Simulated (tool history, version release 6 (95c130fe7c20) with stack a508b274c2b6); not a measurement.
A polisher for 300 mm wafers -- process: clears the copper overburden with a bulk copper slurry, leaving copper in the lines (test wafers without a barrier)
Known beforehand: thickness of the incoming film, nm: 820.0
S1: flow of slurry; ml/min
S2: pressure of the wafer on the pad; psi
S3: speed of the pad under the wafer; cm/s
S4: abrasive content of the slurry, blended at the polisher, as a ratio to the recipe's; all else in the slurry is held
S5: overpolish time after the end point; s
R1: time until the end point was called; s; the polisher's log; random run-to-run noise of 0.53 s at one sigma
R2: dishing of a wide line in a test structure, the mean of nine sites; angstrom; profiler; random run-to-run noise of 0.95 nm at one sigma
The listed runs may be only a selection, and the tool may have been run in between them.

run 1 hour=0.0 | S1=145 S2=2.2 S3=120 S4=1.0 S5=19 | R1=94.364 R2=546.81
run 2 hour=4.9 | S1=145 S2=2.2 S3=120 S4=1.0 S5=27 | R1=92.651 R2=578.77
run 3 hour=10.7 | S1=170 S2=2.2 S3=120 S4=1.0 S5=27 | R1=93.209 R2=580.72
run 4 hour=15.6 | S1=170 S2=2.2 S3=120 S4=0.8 S5=27 | R1=98.360 R2=576.26
run 5 hour=19.1 | S1=145 S2=2.2 S3=120 S4=0.8 S5=27 | R1=100.460 R2=573.99
run 6 hour=22.6 | S1=145 S2=2.6 S3=124 S4=0.8 S5=21 | R1=84.114 R2=574.62
run 7 hour=25.1 | S1=145 S2=2.9 S3=130 S4=0.8 S5=19 | R1=72.106 R2=610.81
run 8 hour=28.3 | S1=145 S2=3.1 S3=136 S4=0.8 S5=16 | R1=65.068 R2=609.45
run 9 hour=32.4 | S1=145 S2=3.2 S3=140 S4=0.8 S5=15 | R1=61.796 R2=593.34
run 10 hour=35.6 | S1=145 S2=3.3 S3=144 S4=0.8 S5=16 | R1=58.671 R2=625.14
run 11 hour=40.8 | S1=145 S2=3.4 S3=148 S4=0.8 S5=16 | R1=55.166 R2=614.16
run 12 hour=42.4 | S1=145 S2=3.4 S3=150 S4=0.8 S5=17 | R1=55.837 R2=637.42

Run 13 is up next; what results do you expect?
run 13 hour=43.2 | S1=150 S2=3.4 S3=152 S4=0.8 S5=17 | R1=? R2=?

{"run 13": {"R1": 53.779, "R2": 623.44}}

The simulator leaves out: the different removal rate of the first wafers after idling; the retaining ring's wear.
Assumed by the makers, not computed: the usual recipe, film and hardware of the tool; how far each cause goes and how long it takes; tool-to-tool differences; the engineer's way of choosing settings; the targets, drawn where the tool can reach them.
